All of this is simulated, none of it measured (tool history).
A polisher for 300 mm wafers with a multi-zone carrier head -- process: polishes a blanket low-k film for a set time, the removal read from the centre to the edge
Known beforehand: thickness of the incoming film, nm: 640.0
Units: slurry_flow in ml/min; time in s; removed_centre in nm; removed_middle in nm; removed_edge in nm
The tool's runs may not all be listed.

| run | hour | slurry_flow | centre_zone | middle_zone | edge_zone | slurry_solids | time | removed_centre | removed_middle | removed_edge |
|---|---|---|---|---|---|---|---|---|---|---|
| 1 | 0.0 | 210 | 1.00 | 1.00 | 1.00 | 1.00 | 68 | 33.414 | 34.385 | 33.453 |
| 2 | 1.0 | 210 | 0.97 | 1.00 | 1.00 | 1.00 | 68 | 32.369 | 33.741 | 33.443 |
| 3 | 2.1 | 210 | 0.96 | 1.01 | 0.98 | 0.95 | 66 | 30.306 | 31.783 | 31.351 |
| 4 | 3.6 | 210 | 0.96 | 1.01 | 1.01 | 0.95 | 66 | 29.957 | 31.928 | 31.607 |
| 5 | 10.6 | 210 | 0.96 | 1.01 | 1.01 | 0.85 | 66 | 27.087 | 29.642 | 28.761 |
| 6 | 12.5 | 210 | 0.96 | 1.02 | 1.00 | 0.80 | 65 | 25.631 | 27.656 | 26.536 |
| 7 | 21.0 | 170 | 0.86 | 1.07 | 0.90 | 0.55 | 65 | 13.460 | 17.261 | 15.239 |
| 8 | 27.0 | 190 | 0.87 | 1.07 | 0.90 | 0.55 | 65 | 14.166 | 17.410 | 15.333 |
| 9 | 35.3 | 190 | 0.88 | 1.08 | 0.92 | 0.55 | 65 | 14.245 | 17.736 | 15.685 |
| 10 | 36.7 | 200 | 0.89 | 1.09 | 0.94 | 0.55 | 65 | 14.389 | 17.851 | 15.945 |
| 11 | 42.4 | 195 | 0.91 | 1.10 | 0.95 | 0.55 | 65 | 14.811 | 18.132 | 15.957 |
| 12 | 45.4 | 200 | 0.92 | 1.11 | 0.96 | 0.55 | 65 | 15.196 | 18.321 | 16.039 |
| 13 | 48.0 | 205 | 0.93 | 1.12 | 0.97 | 0.55 | 65 | 15.325 | 18.268 | 15.746 |
| 14 | 52.1 | 210 | 0.93 | 1.13 | 0.99 | 0.55 | 65 | 15.295 | 18.995 | 16.399 |
| 15 | 60.3 | 220 | 0.94 | 1.13 | 1.00 | 0.55 | 65 | 15.757 | 18.909 | 16.312 |
| 16 | 64.5 | 230 | 0.94 | 1.14 | 1.02 | 0.55 | 65 | 15.606 | 19.014 | 16.928 |

Run 17 is up next; what results do you expect?
| 17 | 70.0 | 220 | 0.95 | 1.15 | 1.03 | 0.55 | 65 | ? | ? | ? |

{"run 17": {"removed_centre": 15.73, "removed_middle": 18.875, "removed_edge": 16.819}}

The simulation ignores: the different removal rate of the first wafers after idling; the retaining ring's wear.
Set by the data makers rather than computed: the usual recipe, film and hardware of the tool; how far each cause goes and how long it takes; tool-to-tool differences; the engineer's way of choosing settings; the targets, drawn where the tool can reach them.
